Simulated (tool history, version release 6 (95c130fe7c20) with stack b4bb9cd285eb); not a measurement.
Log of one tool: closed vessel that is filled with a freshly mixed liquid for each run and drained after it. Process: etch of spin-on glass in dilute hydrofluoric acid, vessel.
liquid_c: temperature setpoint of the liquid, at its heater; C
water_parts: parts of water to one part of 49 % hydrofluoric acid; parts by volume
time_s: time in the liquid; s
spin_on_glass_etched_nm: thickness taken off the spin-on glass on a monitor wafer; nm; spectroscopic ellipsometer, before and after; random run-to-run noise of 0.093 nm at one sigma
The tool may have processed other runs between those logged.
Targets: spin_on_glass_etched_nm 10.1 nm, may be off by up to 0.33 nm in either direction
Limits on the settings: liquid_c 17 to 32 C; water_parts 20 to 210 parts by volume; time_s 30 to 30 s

run 1 hour=0 | liquid_c=24 water_parts=115 time_s=30 | spin_on_glass_etched_nm=11.908
run 2 hour=3.9 | liquid_c=24 water_parts=90 time_s=30 | spin_on_glass_etched_nm=15.664
run 3 hour=9.3 | liquid_c=23 water_parts=95 time_s=30 | spin_on_glass_etched_nm=14.601
run 4 hour=12 | liquid_c=26 water_parts=95 time_s=30 | spin_on_glass_etched_nm=16.027
run 5 hour=19.3 | liquid_c=26 water_parts=95 time_s=30 | spin_on_glass_etched_nm=16.368
run 6 hour=25.6 | liquid_c=24.5 water_parts=95 time_s=30 | spin_on_glass_etched_nm=15.147
run 7 hour=31 | liquid_c=23.5 water_parts=95 time_s=30 | spin_on_glass_etched_nm=14.567
run 8 hour=34.3 | liquid_c=23.5 water_parts=95 time_s=30 | spin_on_glass_etched_nm=14.62
run 9 hour=43.2 | liquid_c=22.5 water_parts=95 time_s=30 | spin_on_glass_etched_nm=13.914
run 10 hour=51.1 | liquid_c=21.5 water_parts=95 time_s=30 | spin_on_glass_etched_nm=13.324
run 11 hour=57 | liquid_c=21 water_parts=95 time_s=30 | spin_on_glass_etched_nm=13.132
run 12 hour=66.3 | liquid_c=20.5 water_parts=95 time_s=30 | spin_on_glass_etched_nm=12.615
run 13 hour=69.2 | liquid_c=20 water_parts=95 time_s=30 | spin_on_glass_etched_nm=12.661
run 14 hour=78.3 | liquid_c=19.5 water_parts=95 time_s=30 | spin_on_glass_etched_nm=12.327
run 15 hour=84.8 | liquid_c=19 water_parts=95 time_s=30 | spin_on_glass_etched_nm=12.4
run 16 hour=88.1 | liquid_c=18.5 water_parts=95 time_s=30 | spin_on_glass_etched_nm=11.795
run 17 hour=92.9 | liquid_c=17.5 water_parts=100 time_s=30 | spin_on_glass_etched_nm=10.612
run 18 hour=100.3 | liquid_c=17 water_parts=100 time_s=30 | spin_on_glass_etched_nm=10.432

Pick the move, out of 5, that brings all results within their allowed miss; only one does.
run A hour=107.7 | liquid_c=18 water_parts=115 time_s=30 | spin_on_glass_etched_nm=?
run B hour=107.7 | liquid_c=17.5 water_parts=105 time_s=30 | spin_on_glass_etched_nm=?
run C hour=107.7 | liquid_c=19.5 water_parts=120 time_s=30 | spin_on_glass_etched_nm=?
run D hour=107.7 | liquid_c=18.5 water_parts=115 time_s=30 | spin_on_glass_etched_nm=?
run E hour=107.7 | liquid_c=17 water_parts=110 time_s=30 | spin_on_glass_etched_nm=?

move=A spin_on_glass_etched_nm=9.3459
move=B spin_on_glass_etched_nm=10.13
move=C spin_on_glass_etched_nm=9.4757
move=D spin_on_glass_etched_nm=9.5411
move=E spin_on_glass_etched_nm=9.4203
A: pushes the last run's worst result past its target
B: hits every target within its allowed miss
C: pushes the last run's worst result past its target
D: pushes the last run's worst result past its target
E: pushes the last run's worst result past its target
The right move is B.
